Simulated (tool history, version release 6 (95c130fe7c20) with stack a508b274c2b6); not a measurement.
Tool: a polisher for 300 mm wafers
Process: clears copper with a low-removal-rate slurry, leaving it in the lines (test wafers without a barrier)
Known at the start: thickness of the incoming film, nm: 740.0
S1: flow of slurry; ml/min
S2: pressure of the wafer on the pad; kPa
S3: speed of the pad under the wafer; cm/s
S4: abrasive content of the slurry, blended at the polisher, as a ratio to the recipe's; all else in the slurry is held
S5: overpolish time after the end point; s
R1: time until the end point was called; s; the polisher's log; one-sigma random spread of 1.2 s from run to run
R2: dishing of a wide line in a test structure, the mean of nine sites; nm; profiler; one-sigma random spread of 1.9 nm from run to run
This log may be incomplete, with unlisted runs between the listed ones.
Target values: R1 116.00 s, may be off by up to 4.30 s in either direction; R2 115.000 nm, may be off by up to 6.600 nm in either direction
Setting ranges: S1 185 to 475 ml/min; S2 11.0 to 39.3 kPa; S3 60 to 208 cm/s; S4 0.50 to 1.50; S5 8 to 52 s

run,hour,S1,S2,S3,S4,S5,R1,R2
1,0.0,305,24.8,134,1.00,26,194.97,63.455
2,4.5,360,24.8,134,1.00,26,192.36,66.323
3,8.1,360,24.8,134,0.90,26,196.35,63.871
4,9.0,360,30.3,134,0.90,26,162.88,76.098
5,14.3,360,33.1,136,0.90,27,145.31,82.463
6,18.9,360,26.9,136,0.90,27,175.62,72.892
7,23.2,365,30.3,136,0.90,28,158.07,80.032
8,27.2,365,32.4,136,0.90,29,147.86,85.288
# hour 34.7: slurry nozzle cleaned
9,34.7,365,34.5,136,0.90,31,137.92,96.259
10,35.4,365,35.9,136,0.90,32,132.46,101.410
11,41.6,365,36.5,136,0.90,32,128.45,100.080
12,47.8,365,37.2,136,0.90,33,128.87,104.460
13,51.7,370,37.9,138,0.90,33,122.25,104.070
14,55.5,370,38.6,138,0.90,34,122.48,107.030

Exactly one of the 4 candidate moves below puts every result within its allowed miss. Which one?
A,59.3,380,39.3,136,0.90,27,?,?
B,59.3,360,39.3,132,0.85,37,?,?
C,59.3,350,35.2,150,0.90,32,?,?
D,59.3,380,37.2,144,1.20,36,?,?

move,R1,R2
A,120.24,94.125
B,125.32,108.750
C,122.60,100.550
D,114.45,110.980
A: the furthest-off result lands on target, but another misses its tolerance
B: lands further from the targets than the last run did
C: lands further from the targets than the last run did
D: meets every target
Move D is the one to make.

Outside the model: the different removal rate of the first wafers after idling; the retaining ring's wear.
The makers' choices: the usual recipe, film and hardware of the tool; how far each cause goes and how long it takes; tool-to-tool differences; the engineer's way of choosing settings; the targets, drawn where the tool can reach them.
